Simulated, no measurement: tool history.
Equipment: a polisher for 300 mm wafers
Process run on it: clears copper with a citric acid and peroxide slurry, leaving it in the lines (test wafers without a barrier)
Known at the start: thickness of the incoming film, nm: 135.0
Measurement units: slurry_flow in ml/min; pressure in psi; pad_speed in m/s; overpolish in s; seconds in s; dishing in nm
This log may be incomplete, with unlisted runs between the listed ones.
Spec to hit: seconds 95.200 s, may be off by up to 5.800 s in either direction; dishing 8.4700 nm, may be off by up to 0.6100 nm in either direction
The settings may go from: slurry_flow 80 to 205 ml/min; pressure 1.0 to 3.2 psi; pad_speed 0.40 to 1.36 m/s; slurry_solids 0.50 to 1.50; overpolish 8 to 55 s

Run 1, hour 0.0: slurry_flow 135 ml/min, pressure 2.1 psi, pad_speed 0.88 m/s, slurry_solids 1.00, overpolish 28 s. Result: seconds 84.226 s, dishing 30.3780 nm.
Run 2, hour 7.1: slurry_flow 135 ml/min, pressure 2.1 psi, pad_speed 0.88 m/s, slurry_solids 1.00, overpolish 35 s. Result: seconds 85.412 s, dishing 35.9180 nm.
Run 3, hour 12.7: slurry_flow 135 ml/min, pressure 2.0 psi, pad_speed 0.90 m/s, slurry_solids 1.00, overpolish 32 s. Result: seconds 90.338 s, dishing 32.6190 nm.
Run 4, hour 16.7: slurry_flow 135 ml/min, pressure 2.4 psi, pad_speed 0.90 m/s, slurry_solids 1.00, overpolish 32 s. Result: seconds 76.561 s, dishing 37.9200 nm.
Run 5, hour 19.0: slurry_flow 135 ml/min, pressure 2.4 psi, pad_speed 0.74 m/s, slurry_solids 1.00, overpolish 32 s. Result: seconds 84.380 s, dishing 32.2190 nm.
Run 6, hour 25.2: slurry_flow 140 ml/min, pressure 2.3 psi, pad_speed 0.70 m/s, slurry_solids 1.05, overpolish 29 s. Result: seconds 90.682 s, dishing 29.8480 nm.
Run 7, hour 31.1: slurry_flow 135 ml/min, pressure 2.4 psi, pad_speed 0.66 m/s, slurry_solids 1.00, overpolish 27 s. Result: seconds 93.581 s, dishing 27.6980 nm.
Run 8, hour 39.2: slurry_flow 130 ml/min, pressure 2.3 psi, pad_speed 0.68 m/s, slurry_solids 0.95, overpolish 25 s. Result: seconds 96.130 s, dishing 24.6780 nm.
Run 9, hour 44.6: slurry_flow 125 ml/min, pressure 2.4 psi, pad_speed 0.64 m/s, slurry_solids 0.90, overpolish 23 s. Result: seconds 95.901 s, dishing 22.3960 nm.
Run 10, hour 52.3: slurry_flow 120 ml/min, pressure 2.5 psi, pad_speed 0.62 m/s, slurry_solids 0.85, overpolish 21 s. Result: seconds 96.621 s, dishing 20.3610 nm.
Run 11, hour 55.9: slurry_flow 115 ml/min, pressure 2.6 psi, pad_speed 0.60 m/s, slurry_solids 0.80, overpolish 19 s. Result: seconds 100.450 s, dishing 18.8710 nm.
Run 12, hour 61.0: slurry_flow 150 ml/min, pressure 2.0 psi, pad_speed 0.68 m/s, slurry_solids 1.05, overpolish 8 s. Result: seconds 103.130 s, dishing 8.0142 nm.

Next run, 5 choices. One meets every target within its allowed miss, the rest don't. Which?
Run A, hour 66.1: slurry_flow 150 ml/min, pressure 1.8 psi, pad_speed 0.64 m/s, slurry_solids 1.10, overpolish 8 s. Result: seconds ?, dishing ?.
Run B, hour 66.1: slurry_flow 145 ml/min, pressure 2.0 psi, pad_speed 0.60 m/s, slurry_solids 0.90, overpolish 8 s. Result: seconds ?, dishing ?.
Run C, hour 66.1: slurry_flow 145 ml/min, pressure 2.2 psi, pad_speed 0.50 m/s, slurry_solids 0.95, overpolish 11 s. Result: seconds ?, dishing ?.
Run D, hour 66.1: slurry_flow 130 ml/min, pressure 2.3 psi, pad_speed 0.70 m/s, slurry_solids 0.85, overpolish 8 s. Result: seconds ?, dishing ?.
Run E, hour 66.1: slurry_flow 140 ml/min, pressure 1.8 psi, pad_speed 0.64 m/s, slurry_solids 1.15, overpolish 8 s. Result: seconds ?, dishing ?.

move  seconds  dishing
   A  117.850   7.0766
   B  118.070   7.0734
   C  120.320   9.4576
   D   98.975   8.4035
   E  118.360   7.0471
A: moves away from the targets compared with the last run
B: moves away from the targets compared with the last run
C: moves away from the targets compared with the last run
D: meets every target
E: moves away from the targets compared with the last run
D meets every target.
